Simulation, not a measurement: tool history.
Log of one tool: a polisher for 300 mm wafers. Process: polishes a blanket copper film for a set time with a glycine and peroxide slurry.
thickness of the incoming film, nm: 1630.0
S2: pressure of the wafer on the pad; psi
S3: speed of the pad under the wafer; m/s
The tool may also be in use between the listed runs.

run 1 day=0.000 | flow_of_slurry_(ml/min)=140 S2=2.3 S3=0.96 polishing_time_(s)=91 | film_removed_(nm)=378.84
run 2 day=0.325 | flow_of_slurry_(ml/min)=135 S2=2.2 S3=0.96 polishing_time_(s)=91 | film_removed_(nm)=359.66
run 3 day=0.358 | flow_of_slurry_(ml/min)=130 S2=2.2 S3=0.96 polishing_time_(s)=91 | film_removed_(nm)=362.57
run 4 day=0.554 | flow_of_slurry_(ml/min)=130 S2=2.2 S3=1.20 polishing_time_(s)=91 | film_removed_(nm)=433.86
run 5 day=0.596 | flow_of_slurry_(ml/min)=130 S2=2.4 S3=1.20 polishing_time_(s)=91 | film_removed_(nm)=461.50
run 6 day=0.738 | flow_of_slurry_(ml/min)=150 S2=2.4 S3=1.20 polishing_time_(s)=91 | film_removed_(nm)=467.45
run 7 day=0.904 | flow_of_slurry_(ml/min)=150 S2=2.3 S3=1.20 polishing_time_(s)=91 | film_removed_(nm)=459.96
run 8 day=1.079 | flow_of_slurry_(ml/min)=145 S2=2.2 S3=1.20 polishing_time_(s)=91 | film_removed_(nm)=442.79
run 9 day=1.321 | flow_of_slurry_(ml/min)=145 S2=2.1 S3=1.20 polishing_time_(s)=91 | film_removed_(nm)=427.60
run 10 day=1.442 | flow_of_slurry_(ml/min)=145 S2=2.0 S3=1.20 polishing_time_(s)=91 | film_removed_(nm)=399.45
run 11 day=1.808 | flow_of_slurry_(ml/min)=145 S2=1.9 S3=1.20 polishing_time_(s)=91 | film_removed_(nm)=394.07
run 12 day=2.167 | flow_of_slurry_(ml/min)=110 S2=1.3 S3=1.18 polishing_time_(s)=91 | film_removed_(nm)=276.12

Predict the results of run 13:
run 13 day=2.350 | flow_of_slurry_(ml/min)=115 S2=1.3 S3=1.18 polishing_time_(s)=91 | film_removed_(nm)=?

film removed (nm): 276.26

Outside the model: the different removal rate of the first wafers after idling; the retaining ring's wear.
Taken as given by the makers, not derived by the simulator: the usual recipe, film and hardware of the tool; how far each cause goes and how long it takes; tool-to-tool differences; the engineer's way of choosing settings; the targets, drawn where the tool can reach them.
